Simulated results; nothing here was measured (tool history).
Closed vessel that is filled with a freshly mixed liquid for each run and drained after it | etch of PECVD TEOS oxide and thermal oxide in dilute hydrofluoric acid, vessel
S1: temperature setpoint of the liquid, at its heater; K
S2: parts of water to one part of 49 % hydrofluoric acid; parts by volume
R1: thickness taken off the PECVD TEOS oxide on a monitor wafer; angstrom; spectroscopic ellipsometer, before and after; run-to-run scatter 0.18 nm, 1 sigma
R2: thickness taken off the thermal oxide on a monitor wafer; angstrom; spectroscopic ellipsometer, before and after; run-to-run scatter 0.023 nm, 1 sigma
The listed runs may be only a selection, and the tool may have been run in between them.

run 1 hour=0.0 | S1=293.15 S2=75 time_in_the_liquid_(s)=160 | R1=285.43 R2=85.557
run 2 hour=3.7 | S1=293.15 S2=90 time_in_the_liquid_(s)=160 | R1=235.23 R2=69.863
run 3 hour=5.6 | S1=295.65 S2=90 time_in_the_liquid_(s)=160 | R1=259.13 R2=77.893
run 4 hour=14.1 | S1=298.15 S2=90 time_in_the_liquid_(s)=160 | R1=288.92 R2=85.777
run 5 hour=15.3 | S1=298.15 S2=90 time_in_the_liquid_(s)=195 | R1=348.24 R2=104.440
run 6 hour=19.0 | S1=295.65 S2=95 time_in_the_liquid_(s)=195 | R1=302.97 R2=89.074
run 7 hour=20.2 | S1=295.65 S2=95 time_in_the_liquid_(s)=195 | R1=298.78 R2=88.694
run 8 hour=28.9 | S1=291.65 S2=100 time_in_the_liquid_(s)=195 | R1=241.74 R2=70.923

Estimate the outcome of run 9 from the log above:
run 9 hour=36.7 | S1=291.15 S2=100 time_in_the_liquid_(s)=195 | R1=? R2=?

R1: 233.88 angstrom
R2: 69.625 angstrom
